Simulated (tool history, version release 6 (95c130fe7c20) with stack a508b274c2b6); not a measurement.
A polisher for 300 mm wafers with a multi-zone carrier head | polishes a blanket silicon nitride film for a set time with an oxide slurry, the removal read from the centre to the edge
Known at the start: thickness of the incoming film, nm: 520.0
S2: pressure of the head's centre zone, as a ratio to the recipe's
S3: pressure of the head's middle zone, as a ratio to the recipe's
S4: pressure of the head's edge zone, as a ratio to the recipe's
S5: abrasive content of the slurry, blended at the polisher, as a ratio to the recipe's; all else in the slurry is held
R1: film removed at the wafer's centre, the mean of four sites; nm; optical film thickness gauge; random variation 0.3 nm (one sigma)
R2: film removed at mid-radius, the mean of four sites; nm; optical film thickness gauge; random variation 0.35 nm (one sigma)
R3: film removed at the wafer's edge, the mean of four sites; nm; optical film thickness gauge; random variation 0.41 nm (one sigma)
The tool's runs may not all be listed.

{"run": 1, "hour": 0.0, "flow of slurry (ml/min)": 170, "S2": 1, "S3": 1, "S4": 1, "S5": 1, "polishing time (s)": 53, "R1": 45.421, "R2": 45.994, "R3": 47.283}
{"run": 2, "hour": 1.9, "flow of slurry (ml/min)": 170, "S2": 1, "S3": 1, "S4": 1, "S5": 1, "polishing time (s)": 46, "R1": 39.49, "R2": 41.212, "R3": 40.813}
{"run": 3, "hour": 3.8, "flow of slurry (ml/min)": 160, "S2": 1, "S3": 0.95, "S4": 0.96, "S5": 0.9, "polishing time (s)": 46, "R1": 37.463, "R2": 36.967, "R3": 37.896}
{"run": 4, "hour": 5.2, "flow of slurry (ml/min)": 150, "S2": 0.99, "S3": 0.91, "S4": 0.92, "S5": 0.85, "polishing time (s)": 46, "R1": 36.16, "R2": 33.878, "R3": 36.872}
{"run": 5, "hour": 13.9, "flow of slurry (ml/min)": 150, "S2": 1, "S3": 0.91, "S4": 0.9, "S5": 0.75, "polishing time (s)": 46, "R1": 33.354, "R2": 32.001, "R3": 33.122}
{"run": 6, "hour": 21.3, "flow of slurry (ml/min)": 170, "S2": 1, "S3": 0.91, "S4": 0.9, "S5": 0.75, "polishing time (s)": 46, "R1": 34.623, "R2": 32.309, "R3": 34.004}
{"run": 7, "hour": 29.1, "flow of slurry (ml/min)": 160, "S2": 1, "S3": 0.9, "S4": 0.88, "S5": 0.75, "polishing time (s)": 46, "R1": 34.401, "R2": 32.659, "R3": 33.53}

Run 8 comes next. What will it give?
{"run": 8, "hour": 32.8, "flow of slurry (ml/min)": 150, "S2": 1, "S3": 0.89, "S4": 0.87, "S5": 0.75, "polishing time (s)": 46, "R1": "?", "R2": "?", "R3": "?"}

{"run 8": {"R1": 33.956, "R2": 31.984, "R3": 32.071}}
